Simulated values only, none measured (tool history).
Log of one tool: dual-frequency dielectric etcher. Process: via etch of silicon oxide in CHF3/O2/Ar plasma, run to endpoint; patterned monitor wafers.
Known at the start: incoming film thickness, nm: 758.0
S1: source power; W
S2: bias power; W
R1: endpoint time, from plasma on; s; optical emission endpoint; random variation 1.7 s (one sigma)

Run 1, day 0: S1 470 W, S2 174 W. Result: R1 353.64 s.
Run 2, day 0.175: S1 520 W, S2 187 W. Result: R1 327.17 s.
Run 3, day 0.45: S1 560 W, S2 192 W. Result: R1 311.37 s.
Run 4, day 0.642: S1 480 W, S2 192 W. Result: R1 337.02 s.
Run 5, day 0.925: S1 480 W, S2 174 W. Result: R1 341.22 s.
Run 6, day 1.288: S1 480 W, S2 151 W. Result: R1 359.98 s.
Run 7, day 1.425: S1 530 W, S2 165 W. Result: R1 332.09 s.
Run 8, day 1.662: S1 570 W, S2 171 W. Result: R1 317.23 s.
Run 9, day 1.988: S1 600 W, S2 177 W. Result: R1 307.81 s.

Run 10 comes next. What will it give?
At day 2.308: wet clean of the chamber.
Run 10, day 2.308: S1 620 W, S2 184 W. Result: R1 ?.

Run 10 gave R1 291.29 s.
